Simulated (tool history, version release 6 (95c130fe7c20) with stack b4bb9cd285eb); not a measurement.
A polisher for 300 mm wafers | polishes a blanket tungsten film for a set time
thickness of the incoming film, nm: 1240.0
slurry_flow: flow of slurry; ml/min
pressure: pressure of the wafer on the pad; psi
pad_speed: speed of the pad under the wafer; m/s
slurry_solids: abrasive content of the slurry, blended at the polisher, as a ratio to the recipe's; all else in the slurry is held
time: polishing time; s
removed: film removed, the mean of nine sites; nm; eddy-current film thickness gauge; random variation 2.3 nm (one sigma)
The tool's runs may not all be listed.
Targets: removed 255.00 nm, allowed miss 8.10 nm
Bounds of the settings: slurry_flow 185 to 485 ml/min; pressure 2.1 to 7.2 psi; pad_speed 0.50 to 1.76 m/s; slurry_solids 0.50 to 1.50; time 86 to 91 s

run	hour	slurry_flow	pressure	pad_speed	slurry_solids	time	removed
1	0.0	310	4.6	1.12	1.00	86	586.90
2	7.7	240	4.6	1.12	1.00	86	571.10
3	11.1	185	4.6	1.12	1.00	86	553.13
4	13.9	185	5.0	1.12	1.00	86	605.00
5	15.6	185	5.0	1.12	1.00	86	598.94
6	18.0	185	5.0	1.12	1.15	86	621.63
7	23.6	185	4.4	1.04	1.15	86	511.07
8	28.6	185	3.9	0.98	1.15	86	435.75
9	31.9	185	3.5	0.94	1.15	86	371.83
10	40.7	185	3.2	0.92	1.15	86	336.54
11	49.3	185	3.0	0.92	1.15	86	318.30
12	57.3	185	2.8	0.92	1.15	86	292.16
13	58.3	185	2.7	0.92	1.15	86	287.35
14	65.2	185	2.6	0.92	1.15	86	278.13
15	66.3	185	2.2	0.92	1.15	86	233.27

Which of these 4 next moves meets every target?
A	67.4	185	2.5	0.94	1.20	88	?
B	67.4	185	2.5	0.76	1.20	91	?
C	67.4	235	2.8	0.70	1.30	90	?
D	67.4	185	2.4	0.94	1.25	91	?

move	removed
A	280.15
B	236.20
C	254.67
D	281.64
A: takes the result that was furthest off past its target
B: nearer than the last run, and not there yet
C: meets every target
D: takes the result that was furthest off past its target
Answer: C

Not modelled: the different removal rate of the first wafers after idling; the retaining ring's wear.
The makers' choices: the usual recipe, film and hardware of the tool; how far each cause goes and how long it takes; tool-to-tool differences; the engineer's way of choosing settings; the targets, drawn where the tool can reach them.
